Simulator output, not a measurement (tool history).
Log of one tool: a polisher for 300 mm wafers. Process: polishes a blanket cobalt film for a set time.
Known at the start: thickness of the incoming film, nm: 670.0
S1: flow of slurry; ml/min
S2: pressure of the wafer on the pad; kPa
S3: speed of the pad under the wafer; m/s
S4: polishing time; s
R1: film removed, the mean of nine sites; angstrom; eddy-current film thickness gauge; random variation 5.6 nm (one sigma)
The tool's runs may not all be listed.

{"run": 1, "hour": 0.0, "S1": 140, "S2": 13.8, "S3": 1.22, "S4": 49, "R1": 3107.1}
{"run": 2, "hour": 8.7, "S1": 170, "S2": 13.8, "S3": 1.22, "S4": 49, "R1": 3148.7}
{"run": 3, "hour": 14.6, "S1": 170, "S2": 13.8, "S3": 1.22, "S4": 52, "R1": 3278.3}
{"run": 4, "hour": 18.0, "S1": 170, "S2": 15.2, "S3": 1.22, "S4": 52, "R1": 3666.7}
{"run": 5, "hour": 22.3, "S1": 170, "S2": 18.6, "S3": 1.22, "S4": 52, "R1": 4478.4}
{"run": 6, "hour": 26.6, "S1": 170, "S2": 16.5, "S3": 1.22, "S4": 52, "R1": 3985.1}
{"run": 7, "hour": 30.4, "S1": 170, "S2": 17.2, "S3": 1.22, "S4": 52, "R1": 4104.1}

Run 8 comes next. What will it give?
{"run": 8, "hour": 31.1, "S1": 170, "S2": 17.9, "S3": 1.22, "S4": 52, "R1": "?"}

Run 8 gave R1 4277.1 angstrom.
